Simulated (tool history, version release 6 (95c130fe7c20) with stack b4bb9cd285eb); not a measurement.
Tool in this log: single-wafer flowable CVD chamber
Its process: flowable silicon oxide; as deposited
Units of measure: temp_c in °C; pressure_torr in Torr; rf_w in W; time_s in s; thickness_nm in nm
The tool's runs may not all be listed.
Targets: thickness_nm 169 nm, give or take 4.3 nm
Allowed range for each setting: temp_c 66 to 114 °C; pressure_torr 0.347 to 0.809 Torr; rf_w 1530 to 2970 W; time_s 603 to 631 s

run	hour	temp_c	pressure_torr	rf_w	time_s	thickness_nm
1	0	90	0.578	2250	631	337.97
2	2.8	95	0.577	2250	631	276.33
3	5.6	95	0.577	2110	631	273.47
4	7.2	95	0.577	1845	631	265.63
5	13.4	89	0.577	1845	631	331.94
6	16.4	89	0.664	1845	631	375.43
7	17.3	95	0.663	1845	631	301.34
8	23.9	99	0.662	1845	631	258.62

Which of these 5 next moves meets every target?
A	30.5	109	0.686	1955	603	?
B	30.5	108	0.709	1965	616	?
C	30.5	111	0.53	1615	603	?
D	30.5	112	0.674	1840	604	?
E	30.5	108	0.628	1915	603	?

move	thickness_nm
A	176.41
B	192.49
C	126.17
D	154.53
E	168.65
A: gains on the last run, yet a result remains outside its allowed miss
B: gains on the last run, yet a result remains outside its allowed miss
C: carries the result that was furthest off beyond its target, to the other side
D: carries the result that was furthest off beyond its target, to the other side
E: in spec on every target
Move E is the one to make.
